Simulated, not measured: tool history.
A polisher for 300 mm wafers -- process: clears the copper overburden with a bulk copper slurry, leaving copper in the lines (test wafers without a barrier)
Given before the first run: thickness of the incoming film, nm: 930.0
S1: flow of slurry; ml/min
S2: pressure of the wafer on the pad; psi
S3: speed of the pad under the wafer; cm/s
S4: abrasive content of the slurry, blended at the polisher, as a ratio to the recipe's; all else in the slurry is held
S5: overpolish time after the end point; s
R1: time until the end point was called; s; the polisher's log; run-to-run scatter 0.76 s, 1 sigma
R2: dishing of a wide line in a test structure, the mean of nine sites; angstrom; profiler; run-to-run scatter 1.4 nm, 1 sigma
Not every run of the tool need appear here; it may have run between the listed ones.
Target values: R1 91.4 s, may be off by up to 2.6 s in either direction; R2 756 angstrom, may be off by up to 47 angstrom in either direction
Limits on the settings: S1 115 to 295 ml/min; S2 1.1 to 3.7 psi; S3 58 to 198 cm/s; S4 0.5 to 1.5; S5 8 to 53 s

run,hour,S1,S2,S3,S4,S5,R1,R2
1,0,190,2.4,128,1,27,119.4,679.62
2,2,200,2.6,128,1,27,110.8,696.64
3,10.2,225,2.6,128,1,27,111.25,681.02
4,16.8,225,2.8,128,1,28,103.64,718.28
5,20.7,225,2.9,128,1,28,102.53,711.43
6,22.3,240,2.9,128,1,28,100.77,739
7,26.9,240,3,128,1,27,98.844,733.13
8,30.6,240,3,128,1,27,98.935,710.68
9,35.9,240,3.1,128,1,28,95.81,741.1

Which one of the following 4 next-run settings gets every result inside its allowed miss? There is exactly one.
A,41.2,245,3.4,146,0.7,27,?,?
B,41.2,255,2.8,144,1.15,33,?,?
C,41.2,235,3.7,126,1,25,?,?
D,41.2,290,3.1,142,1,18,?,?

move,R1,R2
A,86.994,754.97
B,90.412,761.69
C,84.492,752.95
D,86.215,666.78
A: moves the result that the last run missed by most past its target, out the other side
B: hits every target within its allowed miss
C: moves the result that the last run missed by most past its target, out the other side
D: moves the result that the last run missed by most past its target, out the other side
The move that meets every target is B.
